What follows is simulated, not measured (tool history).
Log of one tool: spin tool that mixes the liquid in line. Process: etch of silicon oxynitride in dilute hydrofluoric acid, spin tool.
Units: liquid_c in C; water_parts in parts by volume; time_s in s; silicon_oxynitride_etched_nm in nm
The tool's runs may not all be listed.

{"run": 1, "hour": 0.0, "liquid_c": 24, "water_parts": 60, "time_s": 280, "silicon_oxynitride_etched_nm": 17.543}
{"run": 2, "hour": 7.2, "liquid_c": 27, "water_parts": 60, "time_s": 280, "silicon_oxynitride_etched_nm": 20.443}
{"run": 3, "hour": 9.8, "liquid_c": 27, "water_parts": 45, "time_s": 280, "silicon_oxynitride_etched_nm": 27.303}
{"run": 4, "hour": 11.1, "liquid_c": 27, "water_parts": 65, "time_s": 280, "silicon_oxynitride_etched_nm": 18.676}
{"run": 5, "hour": 15.7, "liquid_c": 24, "water_parts": 65, "time_s": 280, "silicon_oxynitride_etched_nm": 16.202}
{"run": 6, "hour": 21.2, "liquid_c": 25.5, "water_parts": 60, "time_s": 280, "silicon_oxynitride_etched_nm": 19.038}
{"run": 7, "hour": 22.5, "liquid_c": 26.5, "water_parts": 60, "time_s": 280, "silicon_oxynitride_etched_nm": 19.868}
{"run": 8, "hour": 25.9, "liquid_c": 27.5, "water_parts": 60, "time_s": 280, "silicon_oxynitride_etched_nm": 20.831}
{"run": 9, "hour": 34.9, "liquid_c": 28.5, "water_parts": 60, "time_s": 280, "silicon_oxynitride_etched_nm": 21.868}
{"run": 10, "hour": 43.6, "liquid_c": 29, "water_parts": 60, "time_s": 280, "silicon_oxynitride_etched_nm": 22.134}
{"run": 11, "hour": 50.7, "liquid_c": 29.5, "water_parts": 55, "time_s": 280, "silicon_oxynitride_etched_nm": 25.094}
{"run": 12, "hour": 55.5, "liquid_c": 30, "water_parts": 55, "time_s": 280, "silicon_oxynitride_etched_nm": 25.256}

The next listed run, before its measurement:
{"run": 13, "hour": 56.4, "liquid_c": 30.5, "water_parts": 55, "time_s": 280, "silicon_oxynitride_etched_nm": "?"}

silicon_oxynitride_etched_nm: 26.298 nm
